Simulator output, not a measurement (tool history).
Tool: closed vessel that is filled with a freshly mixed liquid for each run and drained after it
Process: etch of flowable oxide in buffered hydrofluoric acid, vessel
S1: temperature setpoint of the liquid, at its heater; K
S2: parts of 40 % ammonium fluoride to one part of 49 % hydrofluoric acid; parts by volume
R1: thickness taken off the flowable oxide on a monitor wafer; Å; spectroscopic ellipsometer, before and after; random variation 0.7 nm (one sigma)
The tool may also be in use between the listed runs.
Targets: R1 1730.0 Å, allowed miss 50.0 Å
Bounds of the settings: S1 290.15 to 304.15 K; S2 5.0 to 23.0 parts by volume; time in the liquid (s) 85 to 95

Run 1, hour 0.0: S1 296.15 K, S2 14.0 parts by volume, time in the liquid (s) 85. Result: R1 2389.5 Å.
Run 2, hour 8.4: S1 296.15 K, S2 10.0 parts by volume, time in the liquid (s) 85. Result: R1 3326.7 Å.
Run 3, hour 12.4: S1 296.15 K, S2 13.0 parts by volume, time in the liquid (s) 85. Result: R1 2575.0 Å.
Run 4, hour 14.5: S1 296.15 K, S2 13.0 parts by volume, time in the liquid (s) 95. Result: R1 2874.2 Å.
Run 5, hour 20.8: S1 294.65 K, S2 13.5 parts by volume, time in the liquid (s) 95. Result: R1 2552.9 Å.
Run 6, hour 28.1: S1 294.65 K, S2 16.5 parts by volume, time in the liquid (s) 95. Result: R1 2098.5 Å.
Run 7, hour 36.3: S1 293.65 K, S2 16.5 parts by volume, time in the liquid (s) 95. Result: R1 1982.5 Å.
Run 8, hour 42.6: S1 293.15 K, S2 16.5 parts by volume, time in the liquid (s) 95. Result: R1 1937.9 Å.
Run 9, hour 51.4: S1 292.65 K, S2 16.5 parts by volume, time in the liquid (s) 95. Result: R1 1878.4 Å.

Which of these 4 next moves meets every target?
Run A, hour 60.2: S1 292.65 K, S2 14.0 parts by volume, time in the liquid (s) 85. Result: R1 ?.
Run B, hour 60.2: S1 291.65 K, S2 17.0 parts by volume, time in the liquid (s) 95. Result: R1 ?.
Run C, hour 60.2: S1 293.65 K, S2 16.0 parts by volume, time in the liquid (s) 85. Result: R1 ?.
Run D, hour 60.2: S1 294.15 K, S2 17.0 parts by volume, time in the liquid (s) 90. Result: R1 ?.

move      R1
   A  1959.4
   B  1709.6
   C  1817.3
   D  1863.9
A: further off than the last run
B: meets every target
C: nearer than the last run, and not there yet
D: nearer than the last run, and not there yet
Move B is the one to make.

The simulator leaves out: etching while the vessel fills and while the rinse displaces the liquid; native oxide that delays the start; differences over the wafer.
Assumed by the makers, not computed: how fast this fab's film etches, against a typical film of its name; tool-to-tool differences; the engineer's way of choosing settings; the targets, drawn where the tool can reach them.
